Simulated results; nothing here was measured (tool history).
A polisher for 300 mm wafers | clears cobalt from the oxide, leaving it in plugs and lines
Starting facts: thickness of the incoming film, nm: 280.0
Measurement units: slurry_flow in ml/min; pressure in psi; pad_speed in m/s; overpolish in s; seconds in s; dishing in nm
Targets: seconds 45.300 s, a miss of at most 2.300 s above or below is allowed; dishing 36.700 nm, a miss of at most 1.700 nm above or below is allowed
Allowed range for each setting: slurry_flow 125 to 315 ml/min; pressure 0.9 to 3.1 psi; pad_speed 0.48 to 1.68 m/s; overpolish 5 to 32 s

Run 1, hour 0.0: slurry_flow 205 ml/min, pressure 2.0 psi, pad_speed 1.08 m/s, overpolish 16 s. Result: seconds 53.694 s, dishing 45.429 nm.
Run 2, hour 2.9: slurry_flow 205 ml/min, pressure 2.0 psi, pad_speed 1.26 m/s, overpolish 16 s. Result: seconds 47.520 s, dishing 49.340 nm.
Run 3, hour 7.8: slurry_flow 205 ml/min, pressure 2.1 psi, pad_speed 1.24 m/s, overpolish 13 s. Result: seconds 45.188 s, dishing 46.314 nm.
Run 4, hour 12.2: slurry_flow 205 ml/min, pressure 2.5 psi, pad_speed 1.24 m/s, overpolish 13 s. Result: seconds 37.466 s, dishing 47.659 nm.
Run 5, hour 15.6: slurry_flow 205 ml/min, pressure 2.8 psi, pad_speed 1.24 m/s, overpolish 13 s. Result: seconds 34.954 s, dishing 50.794 nm.
Run 6, hour 16.7: slurry_flow 205 ml/min, pressure 2.6 psi, pad_speed 1.22 m/s, overpolish 11 s. Result: seconds 37.776 s, dishing 45.153 nm.
Run 7, hour 21.2: slurry_flow 205 ml/min, pressure 2.5 psi, pad_speed 1.20 m/s, overpolish 10 s. Result: seconds 38.672 s, dishing 42.789 nm.
Run 8, hour 27.0: slurry_flow 205 ml/min, pressure 2.4 psi, pad_speed 1.18 m/s, overpolish 9 s. Result: seconds 42.579 s, dishing 38.824 nm.
Run 9, hour 30.3: slurry_flow 205 ml/min, pressure 2.3 psi, pad_speed 1.18 m/s, overpolish 8 s. Result: seconds 42.864 s, dishing 35.176 nm.

Which of these 5 next moves meets every target?
Run A, hour 33.6: slurry_flow 170 ml/min, pressure 2.1 psi, pad_speed 1.26 m/s, overpolish 11 s. Result: seconds ?, dishing ?.
Run B, hour 33.6: slurry_flow 130 ml/min, pressure 2.2 psi, pad_speed 1.10 m/s, overpolish 10 s. Result: seconds ?, dishing ?.
Run C, hour 33.6: slurry_flow 190 ml/min, pressure 2.1 psi, pad_speed 1.24 m/s, overpolish 9 s. Result: seconds ?, dishing ?.
Run D, hour 33.6: slurry_flow 220 ml/min, pressure 2.2 psi, pad_speed 1.24 m/s, overpolish 7 s. Result: seconds ?, dishing ?.
Run E, hour 33.6: slurry_flow 175 ml/min, pressure 1.9 psi, pad_speed 1.24 m/s, overpolish 10 s. Result: seconds ?, dishing ?.

move  seconds  dishing
   A   46.226   40.462
   B   51.533   35.942
   C   46.535   35.856
   D   43.968   31.608
   E   51.618   35.911
A: meets the target for the result that was furthest off, but another lies outside its allowed miss
B: the result that was furthest off in the last run now lies on the other side of its target
C: meets every target
D: meets the target for the result that was furthest off, but another lies outside its allowed miss
E: the result that was furthest off in the last run now lies on the other side of its target
Move C is the one to make.

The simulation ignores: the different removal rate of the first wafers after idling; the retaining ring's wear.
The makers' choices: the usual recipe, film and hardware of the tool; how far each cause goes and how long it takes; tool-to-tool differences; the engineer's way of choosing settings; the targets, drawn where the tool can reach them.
